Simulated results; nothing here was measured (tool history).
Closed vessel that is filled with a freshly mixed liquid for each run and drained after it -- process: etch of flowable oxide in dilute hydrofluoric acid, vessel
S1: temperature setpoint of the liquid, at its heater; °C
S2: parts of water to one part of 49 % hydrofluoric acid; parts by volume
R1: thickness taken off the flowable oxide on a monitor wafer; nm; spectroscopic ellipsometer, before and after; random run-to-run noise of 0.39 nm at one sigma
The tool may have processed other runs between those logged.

{"run": 1, "day": 0.0, "S1": 21, "S2": 160, "time in the liquid (s)": 85, "R1": 18.446}
{"run": 2, "day": 0.238, "S1": 21, "S2": 160, "time in the liquid (s)": 85, "R1": 18.669}
{"run": 3, "day": 0.421, "S1": 18, "S2": 160, "time in the liquid (s)": 85, "R1": 16.315}
{"run": 4, "day": 0.612, "S1": 18, "S2": 160, "time in the liquid (s)": 85, "R1": 16.451}
{"run": 5, "day": 0.829, "S1": 21.5, "S2": 120, "time in the liquid (s)": 85, "R1": 26.205}
{"run": 6, "day": 1.162, "S1": 24, "S2": 100, "time in the liquid (s)": 85, "R1": 35.554}
{"run": 7, "day": 1.458, "S1": 25.5, "S2": 90, "time in the liquid (s)": 85, "R1": 43.087}

Run 8, settings as shown, results not yet in. Your forecast:
{"run": 8, "day": 1.638, "S1": 26.5, "S2": 85, "time in the liquid (s)": 85, "R1": "?"}

R1: 46.993 nm
